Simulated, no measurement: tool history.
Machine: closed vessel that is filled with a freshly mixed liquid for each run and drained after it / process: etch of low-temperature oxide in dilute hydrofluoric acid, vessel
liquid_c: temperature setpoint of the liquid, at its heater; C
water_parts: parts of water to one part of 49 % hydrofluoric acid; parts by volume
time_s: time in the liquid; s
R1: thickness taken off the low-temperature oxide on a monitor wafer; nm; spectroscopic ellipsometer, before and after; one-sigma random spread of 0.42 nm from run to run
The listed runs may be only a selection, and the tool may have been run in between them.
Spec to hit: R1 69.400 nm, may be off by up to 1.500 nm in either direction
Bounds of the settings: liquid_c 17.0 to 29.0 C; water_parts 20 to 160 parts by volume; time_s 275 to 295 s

Run 1, hour 0.0: liquid_c 21.0 C, water_parts 90 parts by volume, time_s 275 s. Result: R1 38.549 nm.
Run 2, hour 5.2: liquid_c 23.5 C, water_parts 90 parts by volume, time_s 275 s. Result: R1 42.562 nm.
Run 3, hour 9.7: liquid_c 24.5 C, water_parts 85 parts by volume, time_s 275 s. Result: R1 46.860 nm.
Run 4, hour 17.4: liquid_c 25.0 C, water_parts 80 parts by volume, time_s 275 s. Result: R1 51.592 nm.
Run 5, hour 21.2: liquid_c 25.5 C, water_parts 80 parts by volume, time_s 275 s. Result: R1 52.306 nm.
Run 6, hour 27.9: liquid_c 25.5 C, water_parts 80 parts by volume, time_s 295 s. Result: R1 55.994 nm.
Run 7, hour 28.9: liquid_c 29.0 C, water_parts 70 parts by volume, time_s 295 s. Result: R1 74.814 nm.
Run 8, hour 31.0: liquid_c 29.0 C, water_parts 70 parts by volume, time_s 295 s. Result: R1 73.676 nm.
Run 9, hour 34.2: liquid_c 28.5 C, water_parts 70 parts by volume, time_s 295 s. Result: R1 72.099 nm.
Run 10, hour 36.5: liquid_c 28.0 C, water_parts 70 parts by volume, time_s 295 s. Result: R1 71.637 nm.
Run 11, hour 43.1: liquid_c 28.0 C, water_parts 70 parts by volume, time_s 295 s. Result: R1 71.168 nm.

Next run, 4 choices. One meets every target within its allowed miss, the rest don't. Which?
Run A, hour 49.7: liquid_c 26.0 C, water_parts 70 parts by volume, time_s 295 s. Result: R1 ?.
Run B, hour 49.7: liquid_c 29.0 C, water_parts 75 parts by volume, time_s 295 s. Result: R1 ?.
Run C, hour 49.7: liquid_c 27.5 C, water_parts 75 parts by volume, time_s 295 s. Result: R1 ?.
Run D, hour 49.7: liquid_c 27.5 C, water_parts 70 parts by volume, time_s 280 s. Result: R1 ?.

move      R1
   A  66.441
   B  69.277
   C  65.348
   D  66.921
A: carries the result that was furthest off beyond its target, to the other side
B: each result inside its tolerance
C: carries the result that was furthest off beyond its target, to the other side
D: carries the result that was furthest off beyond its target, to the other side
The right move is B.
